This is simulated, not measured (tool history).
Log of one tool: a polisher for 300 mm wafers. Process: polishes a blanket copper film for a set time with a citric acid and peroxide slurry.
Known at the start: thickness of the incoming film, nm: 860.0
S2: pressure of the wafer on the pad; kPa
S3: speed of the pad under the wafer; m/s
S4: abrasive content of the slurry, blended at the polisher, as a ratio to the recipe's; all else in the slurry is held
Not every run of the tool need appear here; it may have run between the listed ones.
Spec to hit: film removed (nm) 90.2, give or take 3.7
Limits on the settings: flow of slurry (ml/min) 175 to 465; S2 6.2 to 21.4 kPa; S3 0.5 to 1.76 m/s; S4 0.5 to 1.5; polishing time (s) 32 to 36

{"run": 1, "hour": 0.0, "flow of slurry (ml/min)": 295, "S2": 13.8, "S3": 1.12, "S4": 1, "polishing time (s)": 36, "film removed (nm)": 62.878}
{"run": 2, "hour": 0.9, "flow of slurry (ml/min)": 295, "S2": 13.8, "S3": 1.12, "S4": 1, "polishing time (s)": 32, "film removed (nm)": 55.439}
{"run": 3, "hour": 6.4, "flow of slurry (ml/min)": 295, "S2": 15.9, "S3": 1.12, "S4": 1, "polishing time (s)": 32, "film removed (nm)": 60.666}
{"run": 4, "hour": 7.1, "flow of slurry (ml/min)": 295, "S2": 17.2, "S3": 1.18, "S4": 1, "polishing time (s)": 32, "film removed (nm)": 68.696}
{"run": 5, "hour": 15.4, "flow of slurry (ml/min)": 295, "S2": 18.6, "S3": 1.2, "S4": 1, "polishing time (s)": 32, "film removed (nm)": 76.256}
{"run": 6, "hour": 16.9, "flow of slurry (ml/min)": 295, "S2": 20.7, "S3": 1.2, "S4": 1, "polishing time (s)": 32, "film removed (nm)": 80.136}
{"run": 7, "hour": 25.3, "flow of slurry (ml/min)": 295, "S2": 20.7, "S3": 1.22, "S4": 1, "polishing time (s)": 32, "film removed (nm)": 81.728}
{"run": 8, "hour": 32.9, "flow of slurry (ml/min)": 295, "S2": 20.7, "S3": 1.24, "S4": 1, "polishing time (s)": 32, "film removed (nm)": 82.746}
{"run": 9, "hour": 36.4, "flow of slurry (ml/min)": 295, "S2": 20.7, "S3": 1.26, "S4": 1, "polishing time (s)": 32, "film removed (nm)": 84.943}

Which one of the following 4 next-run settings gets every result inside its allowed miss? There is exactly one.
{"run": "A", "hour": 39.9, "flow of slurry (ml/min)": 220, "S2": 20.7, "S3": 1.26, "S4": 0.9, "polishing time (s)": 36, "film removed (nm)": "?"}
{"run": "B", "hour": 39.9, "flow of slurry (ml/min)": 400, "S2": 21.4, "S3": 1.16, "S4": 0.85, "polishing time (s)": 34, "film removed (nm)": "?"}
{"run": "C", "hour": 39.9, "flow of slurry (ml/min)": 335, "S2": 21.4, "S3": 1.1, "S4": 1, "polishing time (s)": 34, "film removed (nm)": "?"}
{"run": "D", "hour": 39.9, "flow of slurry (ml/min)": 295, "S2": 21.4, "S3": 1.22, "S4": 1.05, "polishing time (s)": 36, "film removed (nm)": "?"}

move=A film_removed_(nm)=89.654
move=B film_removed_(nm)=85.214
move=C film_removed_(nm)=83.698
move=D film_removed_(nm)=96.082
A: every result lands within tolerance
B: better than the last run, though not everything is in spec
C: lands further from the targets than the last run did
D: moves the result that the last run missed by most past its target, out the other side
Go with A: it meets all targets.

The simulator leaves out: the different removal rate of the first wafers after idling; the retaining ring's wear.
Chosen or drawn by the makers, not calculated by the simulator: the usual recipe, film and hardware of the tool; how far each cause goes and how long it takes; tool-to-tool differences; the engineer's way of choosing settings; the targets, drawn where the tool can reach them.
